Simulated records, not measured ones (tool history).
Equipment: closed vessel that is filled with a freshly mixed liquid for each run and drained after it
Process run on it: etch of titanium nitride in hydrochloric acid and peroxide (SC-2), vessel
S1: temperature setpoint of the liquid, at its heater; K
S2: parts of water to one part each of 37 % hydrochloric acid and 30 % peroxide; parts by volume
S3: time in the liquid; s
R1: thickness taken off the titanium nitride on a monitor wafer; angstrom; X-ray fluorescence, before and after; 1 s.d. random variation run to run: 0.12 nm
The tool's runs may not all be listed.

{"run": 1, "hour": 0.0, "S1": 333.15, "S2": 7, "S3": 505, "R1": 197.66}
{"run": 2, "hour": 6.1, "S1": 333.15, "S2": 7, "S3": 505, "R1": 196.82}
{"run": 3, "hour": 10.8, "S1": 332.65, "S2": 7, "S3": 505, "R1": 192.89}
{"run": 4, "hour": 19.8, "S1": 332.65, "S2": 5, "S3": 505, "R1": 248.62}
{"run": 5, "hour": 20.7, "S1": 331.65, "S2": 5, "S3": 505, "R1": 231.62}
{"run": 6, "hour": 26.7, "S1": 330.65, "S2": 5, "S3": 505, "R1": 217.58}

For run 7, what comes out?
{"run": 7, "hour": 30.2, "S1": 329.65, "S2": 5, "S3": 505, "R1": "?"}

R1: 202.39 angstrom

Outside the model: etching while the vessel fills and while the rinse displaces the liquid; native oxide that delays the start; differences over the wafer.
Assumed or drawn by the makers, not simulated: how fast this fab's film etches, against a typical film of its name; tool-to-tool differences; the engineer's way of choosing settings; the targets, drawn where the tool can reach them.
